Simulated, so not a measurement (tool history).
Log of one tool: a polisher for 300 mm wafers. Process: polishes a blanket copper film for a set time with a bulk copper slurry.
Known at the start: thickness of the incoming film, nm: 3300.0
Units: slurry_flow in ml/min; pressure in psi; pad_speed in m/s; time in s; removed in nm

run  hour  slurry_flow  pressure  pad_speed  slurry_solids  time  removed
  1     0          195       2.7        1.4              1    37   501.59
  2   5.8          195       2.7       1.72              1    37   620.85
  3   9.4          195       2.4        1.6              1    37   524.01
  4  16.1          195       2.2       1.48              1    37   464.55
  5  21.1          195         2       1.36              1    37   392.48
  6  29.9          195       1.8        1.3              1    37   351.79
  7  35.7          190       1.3       1.08              1    37   238.04

Forecast run 8:
  8  36.6          195       1.3       1.08              1    37        ?

Run 8 gave removed 239.73 nm.

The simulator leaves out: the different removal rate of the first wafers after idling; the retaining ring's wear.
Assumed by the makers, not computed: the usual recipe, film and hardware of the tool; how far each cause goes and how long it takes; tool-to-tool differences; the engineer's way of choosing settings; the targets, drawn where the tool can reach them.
